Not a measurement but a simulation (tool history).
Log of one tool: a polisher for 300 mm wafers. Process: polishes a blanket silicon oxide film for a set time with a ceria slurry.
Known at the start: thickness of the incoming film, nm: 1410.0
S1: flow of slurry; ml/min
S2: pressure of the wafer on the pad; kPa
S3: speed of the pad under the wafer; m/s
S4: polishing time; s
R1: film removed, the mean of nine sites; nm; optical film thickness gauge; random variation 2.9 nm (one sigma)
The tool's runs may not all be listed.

{"run": 1, "hour": 0.0, "S1": 230, "S2": 28.3, "S3": 1.36, "S4": 85, "R1": 571.25}
{"run": 2, "hour": 6.2, "S1": 180, "S2": 28.3, "S3": 1.36, "S4": 85, "R1": 559.8}
{"run": 3, "hour": 11.5, "S1": 180, "S2": 27.6, "S3": 1.36, "S4": 85, "R1": 543.69}
{"run": 4, "hour": 14.4, "S1": 180, "S2": 26.9, "S3": 1.36, "S4": 85, "R1": 525.33}
{"run": 5, "hour": 17.4, "S1": 180, "S2": 26.2, "S3": 1.36, "S4": 85, "R1": 515.75}
{"run": 6, "hour": 21.3, "S1": 180, "S2": 25.5, "S3": 1.36, "S4": 85, "R1": 507.34}

Forecast run 7:
{"run": 7, "hour": 29.4, "S1": 180, "S2": 24.8, "S3": 1.36, "S4": 85, "R1": "?"}

Run 7 gave R1 487.27 nm.
